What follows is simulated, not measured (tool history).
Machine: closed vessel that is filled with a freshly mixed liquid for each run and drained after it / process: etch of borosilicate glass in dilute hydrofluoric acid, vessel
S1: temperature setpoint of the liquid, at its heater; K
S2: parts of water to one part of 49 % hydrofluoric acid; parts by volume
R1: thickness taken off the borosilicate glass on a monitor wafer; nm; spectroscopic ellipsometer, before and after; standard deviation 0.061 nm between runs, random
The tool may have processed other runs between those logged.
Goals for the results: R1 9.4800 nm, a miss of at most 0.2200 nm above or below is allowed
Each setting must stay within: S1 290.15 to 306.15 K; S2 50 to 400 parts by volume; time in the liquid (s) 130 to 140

run 1 hour=0.0 | S1=298.15 S2=225 time_in_the_liquid_(s)=130 | R1=15.6370
run 2 hour=8.3 | S1=298.15 S2=225 time_in_the_liquid_(s)=130 | R1=15.8650
run 3 hour=10.6 | S1=298.15 S2=225 time_in_the_liquid_(s)=140 | R1=16.9870
run 4 hour=18.6 | S1=295.65 S2=245 time_in_the_liquid_(s)=140 | R1=13.8780
run 5 hour=20.6 | S1=292.65 S2=245 time_in_the_liquid_(s)=140 | R1=12.3390
run 6 hour=23.9 | S1=291.65 S2=255 time_in_the_liquid_(s)=140 | R1=11.4520
run 7 hour=31.6 | S1=291.15 S2=265 time_in_the_liquid_(s)=140 | R1=10.7400
run 8 hour=36.6 | S1=290.65 S2=270 time_in_the_liquid_(s)=140 | R1=10.3040
run 9 hour=42.1 | S1=290.65 S2=275 time_in_the_liquid_(s)=140 | R1=10.1160
run 10 hour=43.8 | S1=290.65 S2=280 time_in_the_liquid_(s)=140 | R1=9.8283

Which one of the following 5 next-run settings gets every result inside its allowed miss? There is exactly one.
run A hour=45.5 | S1=290.15 S2=285 time_in_the_liquid_(s)=140 | R1=?
run B hour=45.5 | S1=292.65 S2=285 time_in_the_liquid_(s)=135 | R1=?
run C hour=45.5 | S1=293.15 S2=280 time_in_the_liquid_(s)=140 | R1=?
run D hour=45.5 | S1=290.15 S2=245 time_in_the_liquid_(s)=130 | R1=?
run E hour=45.5 | S1=292.15 S2=280 time_in_the_liquid_(s)=135 | R1=?

move=A R1=9.3000
move=B R1=9.8516
move=C R1=10.6410
move=D R1=10.3970
move=E R1=9.8868
A: each result inside its tolerance
B: misses by more than the last run did
C: misses by more than the last run did
D: misses by more than the last run did
E: misses by more than the last run did
A is the move that brings every result within its allowed miss.

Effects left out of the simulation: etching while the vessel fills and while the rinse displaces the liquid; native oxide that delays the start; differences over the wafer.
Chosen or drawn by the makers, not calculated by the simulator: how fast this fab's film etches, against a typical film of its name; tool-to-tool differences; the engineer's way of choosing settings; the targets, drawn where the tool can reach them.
